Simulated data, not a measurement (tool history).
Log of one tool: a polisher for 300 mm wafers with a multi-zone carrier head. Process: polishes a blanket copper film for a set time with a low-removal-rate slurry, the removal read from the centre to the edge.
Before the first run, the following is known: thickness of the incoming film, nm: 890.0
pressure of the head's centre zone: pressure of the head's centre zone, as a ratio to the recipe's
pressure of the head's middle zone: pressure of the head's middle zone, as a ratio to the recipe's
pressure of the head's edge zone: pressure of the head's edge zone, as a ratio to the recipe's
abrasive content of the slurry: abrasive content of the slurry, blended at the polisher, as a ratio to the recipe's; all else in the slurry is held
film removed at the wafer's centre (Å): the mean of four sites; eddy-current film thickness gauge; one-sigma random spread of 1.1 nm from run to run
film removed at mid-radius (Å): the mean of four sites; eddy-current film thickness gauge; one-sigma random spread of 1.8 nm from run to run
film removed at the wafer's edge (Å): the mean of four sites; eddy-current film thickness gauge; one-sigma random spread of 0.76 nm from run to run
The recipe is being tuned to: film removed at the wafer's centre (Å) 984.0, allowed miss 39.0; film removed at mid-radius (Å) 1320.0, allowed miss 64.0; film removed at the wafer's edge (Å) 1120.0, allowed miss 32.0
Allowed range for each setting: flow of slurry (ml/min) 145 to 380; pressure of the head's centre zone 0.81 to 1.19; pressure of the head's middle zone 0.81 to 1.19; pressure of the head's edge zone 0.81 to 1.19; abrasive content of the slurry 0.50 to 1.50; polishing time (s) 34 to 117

| run | day | flow of slurry (ml/min) | pressure of the head's centre zone | pressure of the head's middle zone | pressure of the head's edge zone | abrasive content of the slurry | polishing time (s) | film removed at the wafer's centre (Å) | film removed at mid-radius (Å) | film removed at the wafer's edge (Å) |
|---|---|---|---|---|---|---|---|---|---|---|
| 1 | 0.000 | 245 | 1.00 | 1.00 | 1.00 | 1.00 | 75 | 1715.5 | 1731.6 | 1734.8 |
| 2 | 0.038 | 290 | 1.00 | 1.00 | 1.00 | 1.00 | 75 | 1758.4 | 1793.9 | 1740.8 |
| 3 | 0.267 | 290 | 1.00 | 0.93 | 1.00 | 1.00 | 75 | 1790.0 | 1642.7 | 1752.6 |
| 4 | 0.558 | 290 | 0.97 | 0.96 | 0.98 | 0.90 | 71 | 1583.5 | 1564.3 | 1598.7 |
| 5 | 0.604 | 240 | 0.97 | 0.96 | 0.98 | 0.90 | 71 | 1580.8 | 1562.1 | 1582.8 |
| 6 | 0.679 | 240 | 0.94 | 0.98 | 0.97 | 0.85 | 68 | 1464.3 | 1477.7 | 1485.5 |
| 7 | 0.842 | 240 | 0.91 | 1.02 | 0.97 | 0.80 | 65 | 1309.6 | 1484.5 | 1406.8 |
| 8 | 1.146 | 240 | 0.89 | 1.03 | 0.96 | 0.75 | 63 | 1229.2 | 1441.1 | 1353.4 |
| 9 | 1.283 | 240 | 0.88 | 1.04 | 0.94 | 0.70 | 62 | 1173.3 | 1404.3 | 1299.9 |
| 10 | 1.633 | 240 | 0.87 | 1.05 | 0.92 | 0.65 | 61 | 1133.5 | 1358.4 | 1256.9 |
| 11 | 1.833 | 240 | 0.86 | 1.07 | 0.90 | 0.60 | 61 | 1136.7 | 1392.6 | 1211.9 |
| 12 | 1.871 | 235 | 0.85 | 1.08 | 0.90 | 0.60 | 60 | 1107.8 | 1361.0 | 1194.6 |
| 13 | 2.100 | 235 | 0.84 | 1.09 | 0.90 | 0.60 | 59 | 1048.7 | 1368.5 | 1189.7 |

Which of these 4 next moves meets every target?
| A | 2.329 | 245 | 0.93 | 1.16 | 0.84 | 0.80 | 53 | ? | ? | ? |
| B | 2.329 | 335 | 0.83 | 1.15 | 0.95 | 0.50 | 55 | ? | ? | ? |
| C | 2.329 | 265 | 0.90 | 1.15 | 0.85 | 0.50 | 59 | ? | ? | ? |
| D | 2.329 | 175 | 0.85 | 1.10 | 0.82 | 0.55 | 63 | ? | ? | ? |

| move | film removed at the wafer's centre (Å) | film removed at mid-radius (Å) | film removed at the wafer's edge (Å) |
|---|---|---|---|
| A | 1116.3 | 1296.6 | 1068.8 |
| B | 989.0 | 1275.9 | 1113.5 |
| C | 1126.9 | 1342.1 | 1118.5 |
| D | 1100.0 | 1342.8 | 1156.7 |
A: pushes the last run's worst result past its target
B: every result lands within tolerance
C: meets the target for the result that was furthest off, but another lies outside its allowed miss
D: misses by more than the last run did
Move B is the one to make.

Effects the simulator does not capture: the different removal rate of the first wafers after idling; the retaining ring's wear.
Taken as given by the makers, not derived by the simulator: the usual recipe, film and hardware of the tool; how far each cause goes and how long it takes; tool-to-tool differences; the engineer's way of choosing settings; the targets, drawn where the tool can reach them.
